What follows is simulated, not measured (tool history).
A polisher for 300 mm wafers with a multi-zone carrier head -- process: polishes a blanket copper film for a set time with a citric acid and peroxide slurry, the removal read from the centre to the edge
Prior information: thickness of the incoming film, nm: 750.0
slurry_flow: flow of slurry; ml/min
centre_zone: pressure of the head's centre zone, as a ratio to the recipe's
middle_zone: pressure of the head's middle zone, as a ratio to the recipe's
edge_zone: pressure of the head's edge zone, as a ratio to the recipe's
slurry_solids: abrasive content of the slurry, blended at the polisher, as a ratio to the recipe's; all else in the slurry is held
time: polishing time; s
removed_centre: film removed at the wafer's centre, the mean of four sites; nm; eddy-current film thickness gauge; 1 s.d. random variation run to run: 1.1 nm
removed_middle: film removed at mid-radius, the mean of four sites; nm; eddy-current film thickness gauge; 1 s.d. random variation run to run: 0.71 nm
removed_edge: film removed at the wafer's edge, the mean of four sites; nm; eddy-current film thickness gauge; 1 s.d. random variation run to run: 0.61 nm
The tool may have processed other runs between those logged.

run,hour,slurry_flow,centre_zone,middle_zone,edge_zone,slurry_solids,time,removed_centre,removed_middle,removed_edge
1,0,160,1,1,1,1,35,88.214,90.887,95.079
2,3.5,160,1,1,1,1,31,77.279,80.377,84.397
3,7.2,160,0.94,1,1,1,31,72.315,80.189,84.462
4,8.2,165,0.95,1,1.02,1,31,75.226,80.686,85.551
5,9,165,0.87,1,1.02,1,31,68.074,79.962,87.041
6,16,165,0.87,1,1.02,1,25,55.352,66.721,68.839
7,24,170,0.88,1,1.04,1.05,26,58.909,69.973,73.906

What does the tool deliver on the next run?
8,32.6,175,0.9,1,1.05,1.1,26,?,?,?

removed_centre: 62.371 nm
removed_middle: 71.4 nm
removed_edge: 75.689 nm

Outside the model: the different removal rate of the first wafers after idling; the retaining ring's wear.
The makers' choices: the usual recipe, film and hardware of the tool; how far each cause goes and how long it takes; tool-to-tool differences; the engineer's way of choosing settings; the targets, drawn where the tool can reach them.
